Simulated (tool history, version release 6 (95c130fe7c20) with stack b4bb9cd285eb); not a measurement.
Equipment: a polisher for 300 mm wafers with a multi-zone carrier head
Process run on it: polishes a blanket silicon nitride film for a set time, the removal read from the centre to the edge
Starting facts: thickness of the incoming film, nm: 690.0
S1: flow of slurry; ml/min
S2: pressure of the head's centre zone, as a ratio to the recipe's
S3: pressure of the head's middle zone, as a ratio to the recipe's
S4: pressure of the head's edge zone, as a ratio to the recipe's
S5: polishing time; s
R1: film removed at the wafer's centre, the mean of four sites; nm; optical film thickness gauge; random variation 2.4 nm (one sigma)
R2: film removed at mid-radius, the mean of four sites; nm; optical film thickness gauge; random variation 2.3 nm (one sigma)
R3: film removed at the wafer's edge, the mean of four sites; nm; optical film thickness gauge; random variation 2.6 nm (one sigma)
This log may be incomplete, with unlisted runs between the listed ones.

run 1 hour=0.0 | S1=210 S2=1.00 S3=1.00 S4=1.00 S5=66 | R1=149.64 R2=149.78 R3=143.96
run 2 hour=8.0 | S1=210 S2=1.00 S3=1.00 S4=1.00 S5=59 | R1=133.41 R2=134.92 R3=129.14
run 3 hour=11.7 | S1=255 S2=1.00 S3=1.00 S4=1.00 S5=59 | R1=137.46 R2=137.91 R3=132.53
run 4 hour=16.7 | S1=255 S2=1.00 S3=1.00 S4=0.95 S5=59 | R1=135.47 R2=136.78 R3=127.72
run 5 hour=23.1 | S1=255 S2=1.00 S3=1.00 S4=1.02 S5=59 | R1=139.62 R2=139.64 R3=132.52
run 6 hour=27.1 | S1=290 S2=1.00 S3=1.00 S4=1.02 S5=59 | R1=138.78 R2=138.85 R3=136.35
run 7 hour=29.8 | S1=290 S2=1.00 S3=1.00 S4=1.02 S5=59 | R1=143.52 R2=139.36 R3=134.91

For run 8, what comes out?
run 8 hour=38.8 | S1=285 S2=0.99 S3=1.01 S4=1.04 S5=64 | R1=? R2=? R3=?

R1: 146.86 nm
R2: 151.56 nm
R3: 146.88 nm
